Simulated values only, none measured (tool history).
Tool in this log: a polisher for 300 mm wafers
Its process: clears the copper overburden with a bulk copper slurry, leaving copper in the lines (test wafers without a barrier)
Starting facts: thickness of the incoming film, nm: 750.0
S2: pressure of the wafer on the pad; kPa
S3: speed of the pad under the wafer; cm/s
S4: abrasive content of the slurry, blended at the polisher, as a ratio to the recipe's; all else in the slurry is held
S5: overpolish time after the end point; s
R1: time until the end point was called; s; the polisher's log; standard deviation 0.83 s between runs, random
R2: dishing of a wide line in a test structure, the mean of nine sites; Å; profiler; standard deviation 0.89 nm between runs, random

{"run": 1, "hour": 0.0, "flow of slurry (ml/min)": 210, "S2": 11.7, "S3": 134, "S4": 1.0, "S5": 29, "R1": 101.53, "R2": 892.86}
{"run": 2, "hour": 0.8, "flow of slurry (ml/min)": 220, "S2": 11.0, "S3": 148, "S4": 1.1, "S5": 25, "R1": 91.887, "R2": 830.86}
{"run": 3, "hour": 3.9, "flow of slurry (ml/min)": 220, "S2": 11.0, "S3": 148, "S4": 1.1, "S5": 13, "R1": 91.31, "R2": 576.19}
{"run": 4, "hour": 6.5, "flow of slurry (ml/min)": 220, "S2": 8.3, "S3": 148, "S4": 1.1, "S5": 13, "R1": 110.81, "R2": 487.17}
{"run": 5, "hour": 7.9, "flow of slurry (ml/min)": 225, "S2": 9.0, "S3": 150, "S4": 1.1, "S5": 12, "R1": 102.33, "R2": 496.77}
{"run": 6, "hour": 9.7, "flow of slurry (ml/min)": 265, "S2": 9.0, "S3": 150, "S4": 1.1, "S5": 12, "R1": 98.865, "R2": 508.94}
{"run": 7, "hour": 14.9, "flow of slurry (ml/min)": 285, "S2": 12.4, "S3": 152, "S4": 1.1, "S5": 9, "R1": 80.83, "R2": 479.84}

Estimate the outcome of run 8 from the log above:
{"hour": 22.0, "done": "slurry nozzle cleaned"}
{"run": 8, "hour": 22.0, "flow of slurry (ml/min)": 275, "S2": 13.1, "S3": 158, "S4": 1.1, "S5": 20, "R1": "?", "R2": "?"}

Run 8 produced R1 74.884 s, R2 862.60 Å.

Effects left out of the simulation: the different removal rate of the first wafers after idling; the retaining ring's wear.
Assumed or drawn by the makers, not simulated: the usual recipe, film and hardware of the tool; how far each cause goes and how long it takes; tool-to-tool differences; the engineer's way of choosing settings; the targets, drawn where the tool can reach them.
